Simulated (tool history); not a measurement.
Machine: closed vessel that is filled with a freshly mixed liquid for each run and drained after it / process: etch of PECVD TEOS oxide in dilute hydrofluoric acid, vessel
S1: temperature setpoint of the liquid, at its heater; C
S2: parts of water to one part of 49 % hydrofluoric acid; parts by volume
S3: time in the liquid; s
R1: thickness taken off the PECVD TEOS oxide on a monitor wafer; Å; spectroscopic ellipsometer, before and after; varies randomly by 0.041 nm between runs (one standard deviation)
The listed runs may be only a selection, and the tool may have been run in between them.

run,hour,S1,S2,S3,R1
1,0.0,26.0,185,45,47.961
2,2.9,25.0,185,45,46.482
3,7.2,25.0,135,45,67.621
4,8.9,23.5,145,45,59.245
5,11.7,23.5,170,45,48.490
6,13.2,22.5,170,45,46.631
7,15.4,22.0,170,45,46.553

Run 8 comes next. What will it give?
8,18.6,21.5,170,45,?

R1: 46.099 Å
